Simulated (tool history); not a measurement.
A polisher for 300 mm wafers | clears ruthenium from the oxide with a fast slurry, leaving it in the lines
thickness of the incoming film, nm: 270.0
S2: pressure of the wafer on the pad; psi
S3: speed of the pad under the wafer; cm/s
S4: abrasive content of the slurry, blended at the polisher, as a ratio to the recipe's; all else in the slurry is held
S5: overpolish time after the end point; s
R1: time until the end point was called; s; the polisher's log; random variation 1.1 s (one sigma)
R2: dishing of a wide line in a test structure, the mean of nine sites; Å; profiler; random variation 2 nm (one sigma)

{"run": 1, "hour": 0.0, "flow of slurry (ml/min)": 300, "S2": 3.0, "S3": 98, "S4": 1.0, "S5": 24, "R1": 73.51, "R2": 576.82}
{"run": 2, "hour": 0.9, "flow of slurry (ml/min)": 300, "S2": 3.0, "S3": 98, "S4": 1.0, "S5": 29, "R1": 74.317, "R2": 684.22}
{"run": 3, "hour": 9.1, "flow of slurry (ml/min)": 300, "S2": 3.0, "S3": 98, "S4": 0.85, "S5": 29, "R1": 81.811, "R2": 623.41}
{"run": 4, "hour": 16.4, "flow of slurry (ml/min)": 300, "S2": 3.6, "S3": 98, "S4": 0.85, "S5": 29, "R1": 72.083, "R2": 682.03}
{"run": 5, "hour": 17.6, "flow of slurry (ml/min)": 300, "S2": 3.1, "S3": 98, "S4": 0.85, "S5": 29, "R1": 78.368, "R2": 610.77}
{"run": 6, "hour": 19.4, "flow of slurry (ml/min)": 300, "S2": 3.3, "S3": 100, "S4": 0.85, "S5": 30, "R1": 77.47, "R2": 695.77}

Run 7 comes next. What will it give?
{"run": 7, "hour": 20.0, "flow of slurry (ml/min)": 300, "S2": 3.5, "S3": 102, "S4": 0.85, "S5": 30, "R1": "?", "R2": "?"}

R1: 69.772 s
R2: 718.93 Å
